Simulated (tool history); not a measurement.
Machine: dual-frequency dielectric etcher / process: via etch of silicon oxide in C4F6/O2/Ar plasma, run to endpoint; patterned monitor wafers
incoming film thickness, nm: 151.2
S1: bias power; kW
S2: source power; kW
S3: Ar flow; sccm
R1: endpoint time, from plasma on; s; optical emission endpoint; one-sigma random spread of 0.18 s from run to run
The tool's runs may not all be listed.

run 1 hour=0.0 | S1=0.435 S2=0.410 S3=224 | R1=37.105
run 2 hour=4.2 | S1=0.427 S2=0.410 S3=224 | R1=37.314
run 3 hour=9.9 | S1=0.419 S2=0.410 S3=224 | R1=37.501
run 4 hour=13.3 | S1=0.483 S2=0.410 S3=224 | R1=35.884
run 5 hour=14.4 | S1=0.470 S2=0.410 S3=224 | R1=36.412
run 6 hour=16.1 | S1=0.458 S2=0.410 S3=224 | R1=36.400
run 7 hour=20.6 | S1=0.447 S2=0.410 S3=224 | R1=36.462
run 8 hour=21.9 | S1=0.436 S2=0.410 S3=224 | R1=36.977
run 9 hour=26.0 | S1=0.426 S2=0.410 S3=224 | R1=36.873
run 10 hour=28.5 | S1=0.418 S2=0.400 S3=225 | R1=37.501
run 11 hour=31.3 | S1=0.409 S2=0.400 S3=226 | R1=38.047
run 12 hour=33.6 | S1=0.402 S2=0.400 S3=226 | R1=37.904
run 13 hour=35.3 | S1=0.395 S2=0.400 S3=226 | R1=38.373

Forecast run 14:
run 14 hour=40.5 | S1=0.389 S2=0.400 S3=226 | R1=?

{"run 14": {"R1": 38.202}}

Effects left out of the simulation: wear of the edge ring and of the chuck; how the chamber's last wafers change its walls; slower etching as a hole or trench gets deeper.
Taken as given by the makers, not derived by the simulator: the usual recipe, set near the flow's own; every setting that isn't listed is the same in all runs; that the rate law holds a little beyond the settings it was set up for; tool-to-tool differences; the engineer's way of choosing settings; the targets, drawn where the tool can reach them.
